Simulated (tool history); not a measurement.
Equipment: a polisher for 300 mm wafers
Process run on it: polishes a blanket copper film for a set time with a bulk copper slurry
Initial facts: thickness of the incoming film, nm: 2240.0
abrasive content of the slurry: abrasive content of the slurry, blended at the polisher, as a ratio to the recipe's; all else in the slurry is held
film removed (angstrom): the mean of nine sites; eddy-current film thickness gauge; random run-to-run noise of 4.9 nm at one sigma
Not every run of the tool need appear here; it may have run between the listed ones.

run	day	flow of slurry (ml/min)	pressure of the wafer on the pad (psi)	speed of the pad under the wafer (cm/s)	abrasive content of the slurry	polishing time (s)	film removed (angstrom)
1	0	265	2.9	114	1	72	8639
2	0.042	265	3.3	114	1	72	9742.2
3	0.229	265	3.3	90	1	72	7795.8
4	0.562	265	3.3	110	1	72	9314.5
5	0.646	265	3	104	1	72	7815.2
6	0.812	265	3.6	104	1	72	9730.9
7	1.117	265	3.2	100	1	72	8210.3
8	1.371	260	2.4	82	1	72	5106.8

Run 9, settings as shown, results not yet in. Your forecast:
9	1.704	260	2.3	82	1	72	?

film removed (angstrom): 5014.8

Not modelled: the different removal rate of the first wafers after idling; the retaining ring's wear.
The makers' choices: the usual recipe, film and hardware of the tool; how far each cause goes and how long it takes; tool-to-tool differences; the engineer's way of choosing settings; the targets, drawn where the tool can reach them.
